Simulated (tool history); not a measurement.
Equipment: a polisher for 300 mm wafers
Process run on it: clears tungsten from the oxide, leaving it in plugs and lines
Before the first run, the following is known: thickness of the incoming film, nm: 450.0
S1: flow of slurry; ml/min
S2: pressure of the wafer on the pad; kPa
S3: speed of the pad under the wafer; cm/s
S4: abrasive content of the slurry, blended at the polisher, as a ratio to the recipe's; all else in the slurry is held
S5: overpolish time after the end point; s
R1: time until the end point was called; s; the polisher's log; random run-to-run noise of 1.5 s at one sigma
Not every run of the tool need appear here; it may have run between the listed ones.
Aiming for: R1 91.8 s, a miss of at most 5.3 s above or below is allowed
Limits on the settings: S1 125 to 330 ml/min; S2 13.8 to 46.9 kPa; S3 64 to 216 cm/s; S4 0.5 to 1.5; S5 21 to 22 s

run,hour,S1,S2,S3,S4,S5,R1
1,0,210,30.3,140,1,21,61.38
2,4,210,26.9,138,1,21,68.465
3,10.5,210,24.1,136,1,21,77.533
4,13.6,210,24.1,136,0.9,21,80.253
5,20.5,210,24.1,136,0.9,22,77.154
6,23,210,29,136,0.9,22,68.706
7,24.8,210,26.2,134,0.9,22,74.215
8,31.9,210,24.1,132,0.9,22,80.052
9,38.8,210,24.1,132,0.9,22,78.806
10,41.6,210,22.8,130,0.9,22,88.413

Below are 5 possible settings for the next run. Only one of them brings all results inside the allowed miss of their targets. Which is it?
A,44.4,230,26.2,122,0.9,22,?
B,44.4,210,22.1,122,0.95,21,?
C,44.4,215,25.5,128,0.85,21,?
D,44.4,210,22.1,136,0.9,21,?
E,44.4,310,37.9,92,0.75,22,?

move,R1
A,80.346
B,92.371
C,79.888
D,84.234
E,76.782
A: misses by more than the last run did
B: every result within its allowed miss
C: misses by more than the last run did
D: misses by more than the last run did
E: misses by more than the last run did
B meets every target.

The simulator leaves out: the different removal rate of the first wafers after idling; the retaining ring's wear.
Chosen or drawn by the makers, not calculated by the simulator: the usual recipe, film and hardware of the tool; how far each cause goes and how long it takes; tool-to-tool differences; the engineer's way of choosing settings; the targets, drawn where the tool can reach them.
